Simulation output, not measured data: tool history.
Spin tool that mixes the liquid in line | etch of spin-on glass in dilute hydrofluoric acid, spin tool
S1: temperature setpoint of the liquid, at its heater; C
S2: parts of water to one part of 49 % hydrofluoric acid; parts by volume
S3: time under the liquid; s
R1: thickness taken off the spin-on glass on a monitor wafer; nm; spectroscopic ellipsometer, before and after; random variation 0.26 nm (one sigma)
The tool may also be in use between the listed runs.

run,day,S1,S2,S3,R1
1,0,21,235,75,14.533
2,0.304,24,235,75,16.195
3,0.458,24,235,75,16.237
4,0.571,24.5,220,75,18.094
5,0.742,25,210,75,19.514
6,0.979,25,265,75,14.526
7,1.133,25.5,245,75,16.257
8,1.379,25.5,245,75,16.327
9,1.475,25.5,245,75,16.298
10,1.754,26,230,75,18.223
11,2.017,26.5,220,75,19.309
12,2.292,29,125,75,41.984
13,2.596,28.5,125,75,41.044
14,2.958,28,125,75,40.258

Run 15 comes next. What will it give?
15,3.267,24,130,75,?

R1: 32.967 nm
